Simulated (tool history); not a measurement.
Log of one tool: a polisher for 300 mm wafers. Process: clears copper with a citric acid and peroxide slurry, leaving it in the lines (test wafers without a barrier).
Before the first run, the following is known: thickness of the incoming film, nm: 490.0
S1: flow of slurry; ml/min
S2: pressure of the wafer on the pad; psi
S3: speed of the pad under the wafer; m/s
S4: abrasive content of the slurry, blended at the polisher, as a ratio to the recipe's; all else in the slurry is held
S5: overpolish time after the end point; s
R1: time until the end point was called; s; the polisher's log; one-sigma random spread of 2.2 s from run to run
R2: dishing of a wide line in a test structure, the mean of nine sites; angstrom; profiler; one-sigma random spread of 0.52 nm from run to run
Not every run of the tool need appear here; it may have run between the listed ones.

Run 1, hour 0: S1 300 ml/min, S2 4.2 psi, S3 1.06 m/s, S4 1, S5 9 s. Result: R1 147.62 s, R2 203.76 angstrom.
Run 2, hour 1.9: S1 300 ml/min, S2 4.1 psi, S3 1.06 m/s, S4 1, S5 10 s. Result: R1 149.8 s, R2 215.14 angstrom.
Run 3, hour 8.3: S1 300 ml/min, S2 4 psi, S3 1.06 m/s, S4 1, S5 11 s. Result: R1 152.58 s, R2 238.33 angstrom.
Run 4, hour 11.3: S1 300 ml/min, S2 3.9 psi, S3 1.06 m/s, S4 1, S5 11 s. Result: R1 153.23 s, R2 233.36 angstrom.
Run 5, hour 14.1: S1 300 ml/min, S2 3.8 psi, S3 1.06 m/s, S4 1, S5 11 s. Result: R1 158.32 s, R2 231.88 angstrom.
Run 6, hour 17.5: S1 300 ml/min, S2 3.7 psi, S3 1.06 m/s, S4 1, S5 11 s. Result: R1 162.25 s, R2 223.58 angstrom.
Run 7, hour 24.3: S1 300 ml/min, S2 3.6 psi, S3 1.06 m/s, S4 1, S5 11 s. Result: R1 164.62 s, R2 229.35 angstrom.

What will run 8 give?
Run 8, hour 28.4: S1 300 ml/min, S2 3.5 psi, S3 1.06 m/s, S4 1, S5 11 s. Result: R1 ?, R2 ?.

{"run 8": {"R1": 165.83, "R2": 218.99}}
